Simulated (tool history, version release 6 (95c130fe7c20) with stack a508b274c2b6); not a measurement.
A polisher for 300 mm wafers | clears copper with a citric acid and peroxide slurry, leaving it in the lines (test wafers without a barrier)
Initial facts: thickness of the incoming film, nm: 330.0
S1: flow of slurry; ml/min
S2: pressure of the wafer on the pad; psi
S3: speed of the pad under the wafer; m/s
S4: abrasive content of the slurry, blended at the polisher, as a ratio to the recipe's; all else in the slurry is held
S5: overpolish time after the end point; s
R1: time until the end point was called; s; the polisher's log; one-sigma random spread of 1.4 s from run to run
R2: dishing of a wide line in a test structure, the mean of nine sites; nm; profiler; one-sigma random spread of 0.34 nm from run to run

{"run": 1, "hour": 0.0, "S1": 210, "S2": 3.0, "S3": 1.08, "S4": 1.0, "S5": 18, "R1": 139.35, "R2": 28.869}
{"run": 2, "hour": 5.3, "S1": 265, "S2": 3.0, "S3": 1.08, "S4": 1.0, "S5": 18, "R1": 134.4, "R2": 29.022}
{"run": 3, "hour": 9.7, "S1": 265, "S2": 3.4, "S3": 1.08, "S4": 1.0, "S5": 18, "R1": 123.53, "R2": 32.041}
{"run": 4, "hour": 10.9, "S1": 265, "S2": 3.1, "S3": 1.08, "S4": 1.0, "S5": 17, "R1": 132.5, "R2": 28.614}
{"run": 5, "hour": 18.2, "S1": 265, "S2": 2.9, "S3": 1.08, "S4": 1.0, "S5": 16, "R1": 135.77, "R2": 25.944}
{"run": 6, "hour": 21.1, "S1": 265, "S2": 2.4, "S3": 1.08, "S4": 1.0, "S5": 16, "R1": 158.69, "R2": 23.772}
{"run": 7, "hour": 28.5, "S1": 260, "S2": 2.3, "S3": 1.08, "S4": 1.0, "S5": 15, "R1": 163.78, "R2": 22.568}

Run 8 comes next. What will it give?
{"run": 8, "hour": 33.3, "S1": 255, "S2": 2.3, "S3": 1.08, "S4": 1.0, "S5": 14, "R1": "?", "R2": "?"}

Run 8 measured R1 162.61 s, R2 20.763 nm.
